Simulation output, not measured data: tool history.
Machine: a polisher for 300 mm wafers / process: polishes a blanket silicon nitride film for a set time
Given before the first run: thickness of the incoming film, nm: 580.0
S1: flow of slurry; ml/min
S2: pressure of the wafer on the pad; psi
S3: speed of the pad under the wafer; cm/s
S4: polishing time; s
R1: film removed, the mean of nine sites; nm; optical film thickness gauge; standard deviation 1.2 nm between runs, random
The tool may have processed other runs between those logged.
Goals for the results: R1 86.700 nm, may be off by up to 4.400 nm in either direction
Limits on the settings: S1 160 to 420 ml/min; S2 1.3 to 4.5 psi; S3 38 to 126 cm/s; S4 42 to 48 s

Run 1, hour 0.0: S1 270 ml/min, S2 2.9 psi, S3 82 cm/s, S4 48 s. Result: R1 57.822 nm.
Run 2, hour 5.3: S1 270 ml/min, S2 2.9 psi, S3 68 cm/s, S4 48 s. Result: R1 50.710 nm.
Run 3, hour 9.2: S1 270 ml/min, S2 3.1 psi, S3 68 cm/s, S4 48 s. Result: R1 55.035 nm.
Run 4, hour 17.0: S1 270 ml/min, S2 3.1 psi, S3 68 cm/s, S4 48 s. Result: R1 54.272 nm.
Run 5, hour 22.6: S1 320 ml/min, S2 3.1 psi, S3 68 cm/s, S4 48 s. Result: R1 55.773 nm.
Run 6, hour 28.5: S1 320 ml/min, S2 3.3 psi, S3 68 cm/s, S4 48 s. Result: R1 59.282 nm.
Run 7, hour 29.3: S1 320 ml/min, S2 3.3 psi, S3 68 cm/s, S4 48 s. Result: R1 59.713 nm.
Run 8, hour 35.7: S1 320 ml/min, S2 3.5 psi, S3 68 cm/s, S4 48 s. Result: R1 62.598 nm.
Run 9, hour 41.7: S1 320 ml/min, S2 3.7 psi, S3 68 cm/s, S4 48 s. Result: R1 67.247 nm.
Run 10, hour 43.7: S1 320 ml/min, S2 3.8 psi, S3 68 cm/s, S4 48 s. Result: R1 69.114 nm.
Run 11, hour 44.8: S1 320 ml/min, S2 3.9 psi, S3 68 cm/s, S4 48 s. Result: R1 69.127 nm.
Run 12, hour 45.8: S1 320 ml/min, S2 4.0 psi, S3 70 cm/s, S4 48 s. Result: R1 72.355 nm.
Run 13, hour 54.7: S1 320 ml/min, S2 4.1 psi, S3 70 cm/s, S4 48 s. Result: R1 74.726 nm.

5 next moves are on the table. One of them brings every result within its allowed miss. Which?
Run A, hour 63.6: S1 355 ml/min, S2 4.3 psi, S3 68 cm/s, S4 48 s. Result: R1 ?.
Run B, hour 63.6: S1 350 ml/min, S2 4.4 psi, S3 62 cm/s, S4 48 s. Result: R1 ?.
Run C, hour 63.6: S1 340 ml/min, S2 4.1 psi, S3 72 cm/s, S4 46 s. Result: R1 ?.
Run D, hour 63.6: S1 360 ml/min, S2 4.4 psi, S3 86 cm/s, S4 45 s. Result: R1 ?.
Run E, hour 63.6: S1 370 ml/min, S2 4.0 psi, S3 72 cm/s, S4 48 s. Result: R1 ?.

move      R1
   A  77.035
   B  73.944
   C  73.006
   D  86.975
   E  74.867
A: nearer the targets than the last run, but a result is still out of spec
B: its largest miss is bigger than the last run's
C: its largest miss is bigger than the last run's
D: each result inside its tolerance
E: roughly where the last run was
Move D is the one to make.

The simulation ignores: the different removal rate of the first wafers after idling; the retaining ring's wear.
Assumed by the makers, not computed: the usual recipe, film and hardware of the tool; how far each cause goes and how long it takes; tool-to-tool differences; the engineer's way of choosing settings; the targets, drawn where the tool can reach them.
